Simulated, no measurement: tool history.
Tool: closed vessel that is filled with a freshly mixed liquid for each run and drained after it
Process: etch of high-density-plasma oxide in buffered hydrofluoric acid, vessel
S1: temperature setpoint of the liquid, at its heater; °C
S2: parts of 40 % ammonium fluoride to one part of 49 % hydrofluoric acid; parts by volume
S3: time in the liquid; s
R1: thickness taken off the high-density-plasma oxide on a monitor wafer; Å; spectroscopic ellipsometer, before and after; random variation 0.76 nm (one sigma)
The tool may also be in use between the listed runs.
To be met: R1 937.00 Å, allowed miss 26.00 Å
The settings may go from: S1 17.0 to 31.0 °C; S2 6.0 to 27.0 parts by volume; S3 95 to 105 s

run	hour	S1	S2	S3	R1
1	0.0	23.0	16.5	95	775.08
2	1.7	23.0	16.5	95	776.18
3	3.2	23.5	16.5	95	803.98
4	7.5	25.5	16.5	95	896.95
5	12.7	25.5	16.5	105	1002.20
6	18.5	25.5	14.0	105	1169.20
7	21.1	24.5	14.0	105	1105.00
8	29.3	24.0	14.0	105	1069.60
9	36.9	23.5	14.0	105	1048.70
10	41.4	23.0	14.0	105	1006.00
11	42.5	22.5	14.0	105	980.82
12	47.8	22.0	14.0	105	973.68

5 next moves are on the table. One of them brings every result within its allowed miss. Which?
A	53.1	23.5	14.5	105	?
B	53.1	19.5	10.5	95	?
C	53.1	20.0	12.0	105	?
D	53.1	22.0	13.5	105	?
E	53.1	21.0	13.0	100	?

move	R1
A	1009.70
B	1003.50
C	1001.30
D	997.23
E	932.35
A: further off than the last run
B: further off than the last run
C: further off than the last run
D: further off than the last run
E: meets every target
Move E is the one to make.
